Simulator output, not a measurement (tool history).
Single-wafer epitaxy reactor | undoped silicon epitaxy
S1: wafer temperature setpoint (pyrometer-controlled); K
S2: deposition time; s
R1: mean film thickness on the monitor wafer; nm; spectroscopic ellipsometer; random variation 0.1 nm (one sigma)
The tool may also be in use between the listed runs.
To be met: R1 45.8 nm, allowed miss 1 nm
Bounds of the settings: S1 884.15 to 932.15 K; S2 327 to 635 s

run	hour	S1	S2	R1
1	0	908.15	481	56.425
2	5	906.15	481	54.034
3	12.4	913.15	481	62.833
4	13	913.15	413	53.957
# hour 17.9: pyrometer calibrated
5	17.9	919.15	413	57.085
6	22.6	919.15	384	53.101
7	26	917.15	384	50.839
8	30.2	911.15	383	44.591

5 next moves are on the table. One of them brings every result within its allowed miss. Which?
A	34.4	916.15	373	?
B	34.4	913.15	357	?
C	34.4	913.15	376	?
D	34.4	917.15	327	?
E	34.4	909.15	379	?

move	R1
A	48.203
B	43.289
C	45.593
D	43.161
E	42.189
A: takes the result that was furthest off past its target
B: further off than the last run
C: meets every target
D: further off than the last run
E: further off than the last run
Move C is the one to make.
